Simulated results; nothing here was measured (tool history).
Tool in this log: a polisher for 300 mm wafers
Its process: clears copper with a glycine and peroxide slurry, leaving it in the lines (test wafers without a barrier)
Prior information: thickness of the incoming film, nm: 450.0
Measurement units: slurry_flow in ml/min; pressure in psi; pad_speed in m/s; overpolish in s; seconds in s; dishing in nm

| run | day | slurry_flow | pressure | pad_speed | overpolish | seconds | dishing |
|---|---|---|---|---|---|---|---|
| 1 | 0 | 230 | 3.3 | 1.26 | 10 | 61.76 | 45.609 |
| 2 | 0.196 | 280 | 3.3 | 1.26 | 10 | 60.734 | 45.643 |
| 3 | 0.308 | 280 | 3.3 | 1.26 | 13 | 61.848 | 56.374 |
| 4 | 0.471 | 280 | 3.4 | 1.26 | 12 | 58.324 | 53.46 |
| 5 | 0.521 | 320 | 3.4 | 1.26 | 12 | 56.07 | 56.048 |
| 6 | 0.767 | 320 | 3.4 | 1.26 | 9 | 58.343 | 42.675 |
| 7 | 0.975 | 320 | 3.5 | 1.26 | 9 | 58.752 | 45.465 |
| 8 | 1.225 | 320 | 3.6 | 1.3 | 8 | 53.256 | 42.752 |
| 9 | 1.362 | 320 | 3.7 | 1.3 | 8 | 53.713 | 43.528 |

Expected results for the next run?
| 10 | 1.579 | 320 | 3.8 | 1.32 | 8 | ? | ? |

{"run 10": {"seconds": 51.8, "dishing": 44.214}}
